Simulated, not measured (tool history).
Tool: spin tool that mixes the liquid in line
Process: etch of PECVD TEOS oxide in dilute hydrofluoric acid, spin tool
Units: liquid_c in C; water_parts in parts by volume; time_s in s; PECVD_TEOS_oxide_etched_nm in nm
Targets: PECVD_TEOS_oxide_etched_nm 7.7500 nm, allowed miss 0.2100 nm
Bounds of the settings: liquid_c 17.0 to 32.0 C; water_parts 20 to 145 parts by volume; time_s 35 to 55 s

run  hour  liquid_c  water_parts  time_s  PECVD_TEOS_oxide_etched_nm
  1   0.0      24.0           80      55                     11.0270
  2   7.8      24.0           70      55                     12.6470
  3  13.6      22.0           75      55                     10.7770
  4  17.7      22.0           75      35                      6.9370
  5  26.2      22.5           75      35                      6.9525
  6  34.2      23.0           75      35                      7.1802
  7  40.2      23.5           75      35                      7.3728
  8  42.1      24.0           75      35                      7.4486

Which of these 5 next moves meets every target?
  A  44.0      19.0           75      45                           ?
  B  44.0      25.0          100      45                           ?
  C  44.0      23.0           75      35                           ?
  D  44.0      25.0           80      35                           ?
  E  44.0      21.5           80      45                           ?

move  PECVD_TEOS_oxide_etched_nm
   A                      7.8488
   B                      7.2932
   C                      7.2042
   D                      7.2741
   E                      8.1172
A: meets every target
B: further off than the last run
C: further off than the last run
D: further off than the last run
E: takes the result that was furthest off past its target
The right move is A.
